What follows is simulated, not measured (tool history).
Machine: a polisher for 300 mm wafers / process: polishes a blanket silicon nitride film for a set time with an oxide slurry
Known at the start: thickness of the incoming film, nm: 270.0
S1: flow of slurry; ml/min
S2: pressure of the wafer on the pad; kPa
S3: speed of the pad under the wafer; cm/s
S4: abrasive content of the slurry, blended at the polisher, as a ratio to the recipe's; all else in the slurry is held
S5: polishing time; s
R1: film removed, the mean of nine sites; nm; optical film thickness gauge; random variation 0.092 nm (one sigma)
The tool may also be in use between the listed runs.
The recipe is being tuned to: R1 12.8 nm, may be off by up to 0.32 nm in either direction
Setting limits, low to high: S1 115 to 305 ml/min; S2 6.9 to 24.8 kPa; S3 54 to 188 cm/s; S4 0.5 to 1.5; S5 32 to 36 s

{"run": 1, "hour": 0.0, "S1": 195, "S2": 15.9, "S3": 120, "S4": 1, "S5": 36, "R1": 17.377}
{"run": 2, "hour": 5.5, "S1": 245, "S2": 15.9, "S3": 120, "S4": 1, "S5": 36, "R1": 17.773}
{"run": 3, "hour": 8.3, "S1": 270, "S2": 15.9, "S3": 120, "S4": 1, "S5": 36, "R1": 17.823}
{"run": 4, "hour": 12.9, "S1": 270, "S2": 15.9, "S3": 120, "S4": 0.8, "S5": 36, "R1": 15.157}
{"run": 5, "hour": 13.9, "S1": 270, "S2": 15.2, "S3": 120, "S4": 0.8, "S5": 36, "R1": 14.549}
{"run": 6, "hour": 19.5, "S1": 270, "S2": 14.5, "S3": 120, "S4": 0.8, "S5": 36, "R1": 14.082}
{"run": 7, "hour": 25.3, "S1": 270, "S2": 13.8, "S3": 120, "S4": 0.8, "S5": 36, "R1": 13.514}
{"run": 8, "hour": 31.8, "S1": 270, "S2": 13.8, "S3": 120, "S4": 0.8, "S5": 36, "R1": 13.466}

Which of these 4 next moves meets every target?
{"run": "A", "hour": 38.3, "S1": 255, "S2": 15.2, "S3": 128, "S4": 0.75, "S5": 35, "R1": "?"}
{"run": "B", "hour": 38.3, "S1": 245, "S2": 10.3, "S3": 138, "S4": 0.85, "S5": 36, "R1": "?"}
{"run": "C", "hour": 38.3, "S1": 220, "S2": 11.7, "S3": 176, "S4": 0.75, "S5": 35, "R1": "?"}
{"run": "D", "hour": 38.3, "S1": 305, "S2": 11.7, "S3": 148, "S4": 0.85, "S5": 35, "R1": "?"}

move=A R1=13.826
move=B R1=12.773
move=C R1=14.506
move=D R1=14.633
A: its largest miss is bigger than the last run's
B: every result lands within tolerance
C: its largest miss is bigger than the last run's
D: its largest miss is bigger than the last run's
B meets every target.
